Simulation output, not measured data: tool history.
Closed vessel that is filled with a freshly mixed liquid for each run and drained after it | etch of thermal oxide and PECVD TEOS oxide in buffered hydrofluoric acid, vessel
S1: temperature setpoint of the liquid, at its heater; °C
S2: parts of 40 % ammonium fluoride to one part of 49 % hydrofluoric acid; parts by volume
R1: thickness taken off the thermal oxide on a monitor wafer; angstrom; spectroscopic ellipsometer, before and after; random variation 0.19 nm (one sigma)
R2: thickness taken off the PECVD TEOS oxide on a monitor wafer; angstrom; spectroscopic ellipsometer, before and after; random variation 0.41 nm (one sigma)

Run 1, day 0: S1 24 °C, S2 13.5 parts by volume, time in the liquid (s) 60. Result: R1 535.55 angstrom, R2 914.63 angstrom.
Run 2, day 0.042: S1 21.5 °C, S2 15.5 parts by volume, time in the liquid (s) 60. Result: R1 402.81 angstrom, R2 702.26 angstrom.
Run 3, day 0.321: S1 20.5 °C, S2 17 parts by volume, time in the liquid (s) 60. Result: R1 352.01 angstrom, R2 594.53 angstrom.
Run 4, day 0.671: S1 17 °C, S2 17 parts by volume, time in the liquid (s) 60. Result: R1 285.77 angstrom, R2 493.99 angstrom.
Run 5, day 0.979: S1 17 °C, S2 18 parts by volume, time in the liquid (s) 60. Result: R1 274.44 angstrom, R2 463.64 angstrom.
Run 6, day 1.029: S1 18.5 °C, S2 18 parts by volume, time in the liquid (s) 60. Result: R1 297.07 angstrom, R2 504.22 angstrom.
Run 7, day 1.05: S1 18 °C, S2 18.5 parts by volume, time in the liquid (s) 60. Result: R1 279.85 angstrom, R2 473.82 angstrom.

Forecast run 8:
Run 8, day 1.246: S1 17.5 °C, S2 19 parts by volume, time in the liquid (s) 60. Result: R1 ?, R2 ?.

{"run 8": {"R1": 268.28, "R2": 456.14}}
